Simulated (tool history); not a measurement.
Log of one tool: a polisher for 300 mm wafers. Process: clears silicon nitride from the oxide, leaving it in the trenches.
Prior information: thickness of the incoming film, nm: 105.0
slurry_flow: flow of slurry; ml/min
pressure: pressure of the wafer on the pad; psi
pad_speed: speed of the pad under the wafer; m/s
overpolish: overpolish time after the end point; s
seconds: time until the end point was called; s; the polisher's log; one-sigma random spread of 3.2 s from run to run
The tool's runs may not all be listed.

run,day,slurry_flow,pressure,pad_speed,overpolish,seconds
1,0.000,290,2.8,1.08,18,110.430
2,0.250,290,2.5,1.04,18,124.660
3,0.479,290,3.2,1.04,18,98.536
4,0.679,290,2.8,1.00,18,116.490
5,0.742,290,3.1,1.00,18,104.300
6,0.975,220,3.1,1.00,18,109.260

Run 7 is up next; what results do you expect?
7,1.029,220,2.8,0.96,18,?

{"run 7": {"seconds": 123.69}}
